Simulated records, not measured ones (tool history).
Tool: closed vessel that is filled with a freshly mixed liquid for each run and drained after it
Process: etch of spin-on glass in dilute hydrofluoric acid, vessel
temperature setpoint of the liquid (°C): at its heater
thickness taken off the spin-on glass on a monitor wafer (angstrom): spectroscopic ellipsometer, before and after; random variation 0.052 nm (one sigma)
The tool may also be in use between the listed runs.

| run | hour | temperature setpoint of the liquid (°C) | parts of water to one part of 49 % hydrofluoric acid (parts by volume) | time in the liquid (s) | thickness taken off the spin-on glass on a monitor wafer (angstrom) |
|---|---|---|---|---|---|
| 1 | 0 | 26 | 215 | 30 | 77.321 |
| 2 | 1.2 | 26 | 155 | 30 | 114.59 |
| 3 | 3.9 | 24.5 | 170 | 30 | 95.883 |
| 4 | 9.7 | 23 | 180 | 30 | 85.063 |
| 5 | 12.1 | 22 | 185 | 30 | 79.757 |
| 6 | 12.6 | 21 | 190 | 30 | 74.316 |
| 7 | 19.1 | 20.5 | 195 | 30 | 70.106 |
| 8 | 25.3 | 20.5 | 195 | 30 | 70.144 |
| 9 | 26.2 | 20 | 200 | 30 | 67.201 |
| 10 | 31.7 | 20 | 200 | 30 | 67.668 |
| 11 | 32.2 | 19.5 | 205 | 30 | 64.21 |
| 12 | 40.6 | 19 | 210 | 30 | 60.878 |

Run 13 comes next. What will it give?
| 13 | 42.8 | 19 | 210 | 30 | ? |

thickness taken off the spin-on glass on a monitor wafer (angstrom): 61.064
